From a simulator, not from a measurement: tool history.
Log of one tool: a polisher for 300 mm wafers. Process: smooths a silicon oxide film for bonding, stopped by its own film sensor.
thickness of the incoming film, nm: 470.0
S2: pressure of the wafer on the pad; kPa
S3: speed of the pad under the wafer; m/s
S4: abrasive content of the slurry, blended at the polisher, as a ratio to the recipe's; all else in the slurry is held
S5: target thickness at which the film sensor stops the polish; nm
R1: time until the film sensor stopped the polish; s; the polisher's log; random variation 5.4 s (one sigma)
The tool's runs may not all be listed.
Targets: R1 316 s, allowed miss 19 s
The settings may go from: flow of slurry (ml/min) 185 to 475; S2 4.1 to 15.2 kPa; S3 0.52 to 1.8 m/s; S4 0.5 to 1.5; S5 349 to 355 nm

Run 1, hour 0: flow of slurry (ml/min) 305, S2 9.7 kPa, S3 1.16 m/s, S4 1, S5 355 nm. Result: R1 228.31 s.
Run 2, hour 2.4: flow of slurry (ml/min) 305, S2 9.7 kPa, S3 1.16 m/s, S4 1, S5 349 nm. Result: R1 239.89 s.
Run 3, hour 5: flow of slurry (ml/min) 305, S2 9.7 kPa, S3 1.4 m/s, S4 1, S5 349 nm. Result: R1 213.58 s.
Run 4, hour 14: flow of slurry (ml/min) 305, S2 9.7 kPa, S3 1.4 m/s, S4 1, S5 355 nm. Result: R1 205.4 s.
Run 5, hour 21: flow of slurry (ml/min) 340, S2 9.7 kPa, S3 1.4 m/s, S4 1, S5 355 nm. Result: R1 196.93 s.
Run 6, hour 28.8: flow of slurry (ml/min) 340, S2 9 kPa, S3 1.4 m/s, S4 1, S5 355 nm. Result: R1 213.85 s.
Run 7, hour 31: flow of slurry (ml/min) 340, S2 8.3 kPa, S3 1.38 m/s, S4 1, S5 355 nm. Result: R1 224.93 s.
At hour 39.2: slurry blender recalibrated.
Run 8, hour 39.2: flow of slurry (ml/min) 340, S2 7.6 kPa, S3 1.36 m/s, S4 1, S5 355 nm. Result: R1 206.08 s.

Which of these 4 next moves meets every target?
Run A, hour 47.4: flow of slurry (ml/min) 335, S2 6.2 kPa, S3 1.06 m/s, S4 0.9, S5 349 nm. Result: R1 ?.
Run B, hour 47.4: flow of slurry (ml/min) 185, S2 9 kPa, S3 0.64 m/s, S4 0.85, S5 349 nm. Result: R1 ?.
Run C, hour 47.4: flow of slurry (ml/min) 355, S2 6.9 kPa, S3 1.26 m/s, S4 0.85, S5 349 nm. Result: R1 ?.
Run D, hour 47.4: flow of slurry (ml/min) 280, S2 10.3 kPa, S3 1.3 m/s, S4 1, S5 351 nm. Result: R1 ?.

move      R1
   A  303.87
   B  393.44
   C  253.81
   D  178.15
A: meets every target
B: takes the result that was furthest off past its target
C: nearer than the last run, and not there yet
D: further off than the last run
Answer: A

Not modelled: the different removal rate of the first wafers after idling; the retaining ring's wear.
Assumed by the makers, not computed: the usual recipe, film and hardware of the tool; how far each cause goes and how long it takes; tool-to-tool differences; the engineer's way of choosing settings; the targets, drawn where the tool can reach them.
